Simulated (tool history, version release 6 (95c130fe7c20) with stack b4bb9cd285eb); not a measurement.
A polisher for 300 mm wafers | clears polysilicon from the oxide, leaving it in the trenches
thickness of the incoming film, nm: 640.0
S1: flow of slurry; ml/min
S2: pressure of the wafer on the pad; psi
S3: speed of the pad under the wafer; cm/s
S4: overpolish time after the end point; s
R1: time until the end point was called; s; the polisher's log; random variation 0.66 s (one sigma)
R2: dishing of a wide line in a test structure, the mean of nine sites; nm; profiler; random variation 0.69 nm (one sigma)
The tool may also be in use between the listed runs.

run,hour,S1,S2,S3,S4,R1,R2
1,0.0,185,3.2,76,18,52.166,52.663
2,0.7,180,2.9,76,14,56.570,50.902
3,4.9,165,2.6,76,12,63.739,47.592
4,12.7,165,3.1,76,12,53.680,51.010
# hour 14.6: worn pad replaced by a new one
5,14.6,165,3.1,86,12,46.022,50.769
6,22.9,165,2.8,86,12,51.443,49.562
7,25.3,160,2.5,86,11,57.875,48.839

Forecast run 8:
8,28.2,145,2.3,86,9,?,?

R1: 62.944 s
R2: 44.041 nm
